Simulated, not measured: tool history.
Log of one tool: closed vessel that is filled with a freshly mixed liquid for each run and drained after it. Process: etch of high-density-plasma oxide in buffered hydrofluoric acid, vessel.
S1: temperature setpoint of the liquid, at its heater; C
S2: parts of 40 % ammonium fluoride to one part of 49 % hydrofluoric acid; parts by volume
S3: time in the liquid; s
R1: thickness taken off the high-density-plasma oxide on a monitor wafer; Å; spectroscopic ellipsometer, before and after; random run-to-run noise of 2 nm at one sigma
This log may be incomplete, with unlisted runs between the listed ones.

{"run": 1, "day": 0.0, "S1": 25.0, "S2": 12.0, "S3": 85, "R1": 1217.2}
{"run": 2, "day": 0.233, "S1": 25.0, "S2": 12.0, "S3": 85, "R1": 1220.8}
{"run": 3, "day": 0.479, "S1": 22.5, "S2": 12.0, "S3": 85, "R1": 1079.4}
{"run": 4, "day": 0.775, "S1": 22.5, "S2": 12.0, "S3": 85, "R1": 1075.5}
{"run": 5, "day": 0.954, "S1": 22.5, "S2": 12.0, "S3": 95, "R1": 1196.2}
{"run": 6, "day": 1.292, "S1": 24.0, "S2": 11.5, "S3": 95, "R1": 1324.9}
{"run": 7, "day": 1.5, "S1": 25.0, "S2": 11.0, "S3": 95, "R1": 1463.0}
{"run": 8, "day": 1.717, "S1": 26.0, "S2": 10.5, "S3": 95, "R1": 1638.4}
{"run": 9, "day": 2.071, "S1": 27.0, "S2": 10.5, "S3": 95, "R1": 1736.7}

Run 10 comes next. What will it give?
{"run": 10, "day": 2.404, "S1": 28.0, "S2": 10.5, "S3": 95, "R1": "?"}

{"run 10": {"R1": 1847.0}}
